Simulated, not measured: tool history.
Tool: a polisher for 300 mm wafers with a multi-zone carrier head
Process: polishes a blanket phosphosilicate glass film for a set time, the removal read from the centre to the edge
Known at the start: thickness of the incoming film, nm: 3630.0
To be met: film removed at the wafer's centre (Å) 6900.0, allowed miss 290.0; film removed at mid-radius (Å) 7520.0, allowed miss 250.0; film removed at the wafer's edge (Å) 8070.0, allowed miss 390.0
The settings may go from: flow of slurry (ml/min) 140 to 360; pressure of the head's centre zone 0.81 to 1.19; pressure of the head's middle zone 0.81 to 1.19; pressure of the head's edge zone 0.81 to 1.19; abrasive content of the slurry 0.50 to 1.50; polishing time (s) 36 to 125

run	hour	flow of slurry (ml/min)	pressure of the head's centre zone	pressure of the head's middle zone	pressure of the head's edge zone	abrasive content of the slurry	polishing time (s)	film removed at the wafer's centre (Å)	film removed at mid-radius (Å)	film removed at the wafer's edge (Å)
1	0.0	230	1.00	1.00	1.00	1.00	80	6626.0	6507.7	6623.7
2	3.8	230	1.00	1.00	1.00	1.10	80	6759.9	6730.1	6812.2
3	8.6	230	1.00	1.00	1.00	1.30	80	7268.7	7176.4	7422.0
4	13.7	230	0.98	1.01	1.02	1.30	80	7169.1	7272.7	7431.6
5	19.4	285	0.98	1.01	1.02	1.30	80	7474.1	7475.2	7665.3
6	21.5	285	1.04	1.01	1.02	1.30	80	7809.4	7469.1	7498.7
7	22.1	275	1.00	1.01	1.03	1.30	80	7497.4	7398.8	7634.8
8	30.4	270	0.97	1.01	1.04	1.30	80	7344.1	7461.8	7716.7
9	38.1	260	0.88	1.00	1.11	1.30	80	6511.5	7428.6	7723.2

5 next moves are on the table. One of them brings every result within its allowed miss. Which?
A	45.8	205	0.98	0.95	1.03	1.40	83	?	?	?
B	45.8	295	0.93	1.07	1.06	1.30	74	?	?	?
C	45.8	225	0.90	0.99	1.07	1.45	82	?	?	?
D	45.8	255	0.97	1.11	1.01	1.15	78	?	?	?
E	45.8	295	0.99	1.10	1.00	1.15	78	?	?	?

move	film removed at the wafer's centre (Å)	film removed at mid-radius (Å)	film removed at the wafer's edge (Å)
A	7548.4	7238.0	8024.5
B	6551.3	7220.3	7306.1
C	7041.8	7583.1	8263.2
D	6745.6	7345.2	7076.2
E	7012.9	7413.8	7132.6
A: takes the result that was furthest off past its target
B: further off than the last run
C: meets every target
D: brings the result that was furthest off to its target, and leaves another outside
E: brings the result that was furthest off to its target, and leaves another outside
Move C is the one to make.
